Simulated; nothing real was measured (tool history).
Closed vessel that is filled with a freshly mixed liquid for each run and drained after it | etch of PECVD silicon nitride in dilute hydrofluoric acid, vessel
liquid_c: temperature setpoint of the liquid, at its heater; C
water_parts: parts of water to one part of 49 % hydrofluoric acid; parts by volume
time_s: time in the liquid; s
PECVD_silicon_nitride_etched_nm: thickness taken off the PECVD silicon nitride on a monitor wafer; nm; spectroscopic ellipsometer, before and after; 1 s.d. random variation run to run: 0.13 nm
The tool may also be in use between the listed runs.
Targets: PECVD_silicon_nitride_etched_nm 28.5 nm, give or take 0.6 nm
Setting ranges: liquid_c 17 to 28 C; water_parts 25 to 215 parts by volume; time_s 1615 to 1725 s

run	hour	liquid_c	water_parts	time_s	PECVD_silicon_nitride_etched_nm
1	0	20	120	1615	17.98
2	7.8	22	120	1615	20.354
3	16.5	23.5	120	1615	22.525
4	20.4	24.5	120	1615	24.177
5	25.4	25	120	1615	24.749
6	33.8	25.5	120	1615	25.954
7	43.3	25.5	120	1615	25.672
8	51.1	26	120	1615	26.608
9	59.1	26.5	120	1615	27.165

Exercise: of the 4 proposed moves below, exactly one satisfies all targets within the stated allowed misses. Which move is it?
A	67.1	22	85	1675	?
B	67.1	26	120	1645	?
C	67.1	27	125	1685	?
D	67.1	28	125	1690	?

move	PECVD_silicon_nitride_etched_nm
A	29.713
B	27.016
C	28.322
D	30.262
A: takes the biggest miss from the last run beyond its target
B: its largest miss is bigger than the last run's
C: all results land within tolerance of their targets
D: takes the biggest miss from the last run beyond its target
C meets every target.

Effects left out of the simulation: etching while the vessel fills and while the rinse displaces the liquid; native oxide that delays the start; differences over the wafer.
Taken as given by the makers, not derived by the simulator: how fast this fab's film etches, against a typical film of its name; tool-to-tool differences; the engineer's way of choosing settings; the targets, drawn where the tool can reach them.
